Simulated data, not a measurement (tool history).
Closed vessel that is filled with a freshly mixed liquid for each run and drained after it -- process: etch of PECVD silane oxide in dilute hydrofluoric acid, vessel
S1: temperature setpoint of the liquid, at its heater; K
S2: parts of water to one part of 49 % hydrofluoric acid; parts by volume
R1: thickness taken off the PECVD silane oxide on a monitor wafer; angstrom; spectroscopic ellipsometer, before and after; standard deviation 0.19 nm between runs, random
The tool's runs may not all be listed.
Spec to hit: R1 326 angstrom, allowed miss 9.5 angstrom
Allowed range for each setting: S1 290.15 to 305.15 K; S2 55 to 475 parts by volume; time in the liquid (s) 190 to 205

{"run": 1, "day": 0.0, "S1": 297.15, "S2": 265, "time in the liquid (s)": 190, "R1": 118.3}
{"run": 2, "day": 0.212, "S1": 297.15, "S2": 265, "time in the liquid (s)": 190, "R1": 118.72}
{"run": 3, "day": 0.321, "S1": 298.15, "S2": 265, "time in the liquid (s)": 190, "R1": 123.62}
{"run": 4, "day": 0.521, "S1": 298.15, "S2": 265, "time in the liquid (s)": 205, "R1": 133.76}
{"run": 5, "day": 0.6, "S1": 295.15, "S2": 265, "time in the liquid (s)": 205, "R1": 119.53}
{"run": 6, "day": 0.658, "S1": 295.15, "S2": 265, "time in the liquid (s)": 190, "R1": 111.65}
{"run": 7, "day": 1.029, "S1": 297.65, "S2": 220, "time in the liquid (s)": 190, "R1": 154.3}
{"run": 8, "day": 1.229, "S1": 299.65, "S2": 195, "time in the liquid (s)": 190, "R1": 193.38}
{"run": 9, "day": 1.462, "S1": 301.15, "S2": 180, "time in the liquid (s)": 190, "R1": 221.59}
{"run": 10, "day": 1.725, "S1": 302.15, "S2": 170, "time in the liquid (s)": 190, "R1": 249.22}
{"day": 2.042, "done": "hydrofluoric acid flow meter replaced"}
{"run": 11, "day": 2.042, "S1": 302.15, "S2": 170, "time in the liquid (s)": 190, "R1": 271.4}
{"run": 12, "day": 2.329, "S1": 303.15, "S2": 170, "time in the liquid (s)": 190, "R1": 277.61}

Of the 5 settings listed for the next run, only one would bring every result within its allowed miss of target. Which one?
{"run": "A", "day": 2.617, "S1": 303.65, "S2": 155, "time in the liquid (s)": 195, "R1": "?"}
{"run": "B", "day": 2.617, "S1": 303.65, "S2": 150, "time in the liquid (s)": 205, "R1": "?"}
{"run": "C", "day": 2.617, "S1": 299.65, "S2": 130, "time in the liquid (s)": 200, "R1": "?"}
{"run": "D", "day": 2.617, "S1": 302.65, "S2": 205, "time in the liquid (s)": 190, "R1": "?"}
{"run": "E", "day": 2.617, "S1": 305.15, "S2": 160, "time in the liquid (s)": 205, "R1": "?"}

move=A R1=327.51
move=B R1=358.14
move=C R1=357.04
move=D R1=218.74
move=E R1=349.33
A: all results in spec
B: pushes the last run's worst result past its target
C: pushes the last run's worst result past its target
D: moves away from the targets compared with the last run
E: pushes the last run's worst result past its target
So the answer is move A, the one that meets all the targets.

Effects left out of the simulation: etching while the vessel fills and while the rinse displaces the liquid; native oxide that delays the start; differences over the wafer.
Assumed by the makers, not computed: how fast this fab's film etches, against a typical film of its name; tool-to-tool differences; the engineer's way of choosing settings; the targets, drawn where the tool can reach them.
